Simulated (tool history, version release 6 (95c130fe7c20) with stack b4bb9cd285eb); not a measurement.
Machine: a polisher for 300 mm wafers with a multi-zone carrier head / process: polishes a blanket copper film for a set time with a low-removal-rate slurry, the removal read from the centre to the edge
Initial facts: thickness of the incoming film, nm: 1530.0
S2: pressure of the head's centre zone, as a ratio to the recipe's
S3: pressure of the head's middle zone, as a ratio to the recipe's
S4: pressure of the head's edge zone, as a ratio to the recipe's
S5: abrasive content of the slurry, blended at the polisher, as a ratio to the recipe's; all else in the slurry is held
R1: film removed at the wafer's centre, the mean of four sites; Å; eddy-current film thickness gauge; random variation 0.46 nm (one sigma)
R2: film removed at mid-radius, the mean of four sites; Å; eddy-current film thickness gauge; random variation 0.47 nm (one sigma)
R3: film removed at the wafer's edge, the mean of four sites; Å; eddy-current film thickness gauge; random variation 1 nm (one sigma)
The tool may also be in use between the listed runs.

Run 1, hour 0.0: flow of slurry (ml/min) 225, S2 1.00, S3 1.00, S4 1.00, S5 1.00, polishing time (s) 39. Result: R1 1319.80 Å, R2 1350.40 Å, R3 1281.20 Å.
Run 2, hour 1.7: flow of slurry (ml/min) 225, S2 1.00, S3 0.92, S4 1.00, S5 1.00, polishing time (s) 39. Result: R1 1332.40 Å, R2 1255.90 Å, R3 1298.30 Å.
Run 3, hour 9.5: flow of slurry (ml/min) 215, S2 0.99, S3 0.90, S4 0.98, S5 0.90, polishing time (s) 36. Result: R1 1193.20 Å, R2 1119.70 Å, R3 1150.90 Å.
Run 4, hour 11.1: flow of slurry (ml/min) 215, S2 1.05, S3 0.90, S4 0.98, S5 0.90, polishing time (s) 36. Result: R1 1263.80 Å, R2 1121.90 Å, R3 1149.30 Å.
Run 5, hour 14.8: flow of slurry (ml/min) 215, S2 1.05, S3 0.90, S4 0.98, S5 1.10, polishing time (s) 36. Result: R1 1292.80 Å, R2 1156.00 Å, R3 1176.70 Å.
Run 6, hour 16.7: flow of slurry (ml/min) 205, S2 1.03, S3 0.88, S4 0.98, S5 1.00, polishing time (s) 33. Result: R1 1144.20 Å, R2 1006.50 Å, R3 1057.30 Å.
Run 7, hour 19.2: flow of slurry (ml/min) 195, S2 1.00, S3 0.87, S4 0.97, S5 0.90, polishing time (s) 31. Result: R1 1011.00 Å, R2 919.52 Å, R3 944.50 Å.
Run 8, hour 21.8: flow of slurry (ml/min) 185, S2 0.99, S3 0.86, S4 0.98, S5 0.85, polishing time (s) 30. Result: R1 945.34 Å, R2 866.97 Å, R3 927.61 Å.
Run 9, hour 23.0: flow of slurry (ml/min) 180, S2 0.98, S3 0.85, S4 0.97, S5 0.80, polishing time (s) 29. Result: R1 901.75 Å, R2 819.55 Å, R3 878.06 Å.

The next listed run, before its measurement:
Run 10, hour 31.5: flow of slurry (ml/min) 175, S2 0.97, S3 0.84, S4 0.96, S5 0.75, polishing time (s) 28. Result: R1 ?, R2 ?, R3 ?.

R1: 836.14 Å
R2: 773.74 Å
R3: 854.68 Å
